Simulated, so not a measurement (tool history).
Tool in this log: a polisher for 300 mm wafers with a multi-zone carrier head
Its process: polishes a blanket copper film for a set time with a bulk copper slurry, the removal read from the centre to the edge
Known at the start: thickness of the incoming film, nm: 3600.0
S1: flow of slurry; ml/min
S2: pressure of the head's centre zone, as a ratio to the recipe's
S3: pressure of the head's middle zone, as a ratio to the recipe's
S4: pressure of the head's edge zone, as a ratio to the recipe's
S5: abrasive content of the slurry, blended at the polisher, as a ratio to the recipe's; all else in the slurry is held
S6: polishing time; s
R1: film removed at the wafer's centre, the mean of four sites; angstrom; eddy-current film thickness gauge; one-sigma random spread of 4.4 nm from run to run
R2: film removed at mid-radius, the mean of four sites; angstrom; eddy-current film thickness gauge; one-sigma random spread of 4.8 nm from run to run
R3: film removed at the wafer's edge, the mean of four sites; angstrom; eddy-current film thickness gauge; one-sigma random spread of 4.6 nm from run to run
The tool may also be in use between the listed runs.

run	day	S1	S2	S3	S4	S5	S6	R1	R2	R3
1	0.000	280	1.00	1.00	1.00	1.00	50	4366.7	4852.4	4619.3
2	0.092	280	1.00	1.00	1.00	1.10	50	4458.6	4796.1	4805.6
3	0.112	280	1.00	1.00	1.00	1.10	39	3578.2	3764.2	3812.6
4	0.338	280	1.00	1.00	0.95	1.10	39	3592.0	3776.1	3633.1
5	0.529	280	0.96	1.00	0.95	1.10	39	3375.9	3741.2	3621.0
6	0.675	280	0.95	1.00	0.93	1.05	39	3395.5	3756.8	3510.5
7	0.988	270	0.85	1.03	0.90	0.80	36	2607.1	3446.5	3037.1
# day 1.221: centre zone pressure recalibrated
8	1.221	275	0.86	1.03	0.90	0.80	36	2793.1	3328.9	3090.4

Forecast run 9:
9	1.496	275	0.86	1.04	0.90	0.80	36	?	?	?

For run 9 the tool returned R1 2721.7 angstrom, R2 3421.4 angstrom, R3 3058.4 angstrom.
